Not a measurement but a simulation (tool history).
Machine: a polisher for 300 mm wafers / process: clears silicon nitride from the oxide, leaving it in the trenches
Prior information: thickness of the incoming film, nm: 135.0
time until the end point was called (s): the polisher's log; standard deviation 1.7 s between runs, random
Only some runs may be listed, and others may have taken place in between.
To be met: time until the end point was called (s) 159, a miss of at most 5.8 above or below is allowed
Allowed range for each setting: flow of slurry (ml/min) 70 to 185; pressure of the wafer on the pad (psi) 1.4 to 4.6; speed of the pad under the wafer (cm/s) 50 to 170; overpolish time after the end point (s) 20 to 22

run,hour,flow of slurry (ml/min),pressure of the wafer on the pad (psi),speed of the pad under the wafer (cm/s),overpolish time after the end point (s),time until the end point was called (s)
1,0,120,3,110,20,123.17
2,1.4,120,2.4,110,20,149.1
3,9.2,120,2.4,96,20,170.04
4,13.5,120,2.4,96,22,173.88
5,22.4,120,2.4,70,22,234.94
6,25,120,2.4,86,22,189.71
7,28.1,125,2.5,86,22,182.25
8,33.3,130,2.5,86,22,182.93
9,38,135,2.6,86,22,174.17
10,39.5,140,2.6,86,22,171.15
11,46.4,145,2.6,86,22,174.9

Consider the 5 candidate settings below. Which is the only one whose results all fall within their allowed miss of target?
A,53.3,160,2.7,86,21,?
B,53.3,150,2.9,76,22,?
C,53.3,90,2.9,102,22,?
D,53.3,140,2.3,94,22,?
E,53.3,175,3.1,70,20,?

move,time until the end point was called (s)
A,160.78
B,170.87
C,145.91
D,176.53
E,168.81
A: all results land within tolerance of their targets
B: moves toward the targets from the last run without getting all of them in spec
C: takes the biggest miss from the last run beyond its target
D: its largest miss is bigger than the last run's
E: moves toward the targets from the last run without getting all of them in spec
Move A is the one to make.

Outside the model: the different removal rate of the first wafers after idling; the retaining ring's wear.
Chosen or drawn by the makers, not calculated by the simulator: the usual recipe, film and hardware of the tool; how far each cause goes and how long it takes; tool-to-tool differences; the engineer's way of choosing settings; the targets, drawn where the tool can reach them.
